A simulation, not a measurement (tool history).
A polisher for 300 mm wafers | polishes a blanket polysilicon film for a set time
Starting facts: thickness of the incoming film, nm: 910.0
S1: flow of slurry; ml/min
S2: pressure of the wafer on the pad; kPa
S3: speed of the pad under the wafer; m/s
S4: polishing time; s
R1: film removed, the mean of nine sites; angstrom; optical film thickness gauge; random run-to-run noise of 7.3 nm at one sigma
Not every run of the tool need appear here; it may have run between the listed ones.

run	hour	S1	S2	S3	S4	R1
1	0.0	155	16.5	0.86	68	3525.3
2	4.9	155	16.5	0.86	71	3779.4
3	11.3	155	16.5	0.86	68	3524.5
4	15.1	155	19.3	0.86	68	4142.5
5	20.8	155	19.3	0.86	68	4236.2
6	21.4	155	20.0	0.86	68	4314.3

The next listed run, before its measurement:
7	28.3	155	20.7	0.86	68	?

{"run 7": {"R1": 4486.2}}
